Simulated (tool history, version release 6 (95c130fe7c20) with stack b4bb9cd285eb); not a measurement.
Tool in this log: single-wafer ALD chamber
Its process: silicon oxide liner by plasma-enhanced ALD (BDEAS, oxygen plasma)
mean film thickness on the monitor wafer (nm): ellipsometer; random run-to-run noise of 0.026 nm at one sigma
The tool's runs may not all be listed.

run,day,heater temperature setpoint (°C),number of ALD cycles (cycles),mean film thickness on the monitor wafer (nm)
1,0.000,310,69,5.8787
2,0.029,310,65,5.5242
3,0.325,310,69,5.8782
4,0.612,310,65,5.5284
5,0.650,310,72,6.1193
6,0.812,306,72,6.1532

For run 7, what comes out?
7,1.075,306,75,?

{"run 7": {"mean film thickness on the monitor wafer (nm)": 6.3793}}
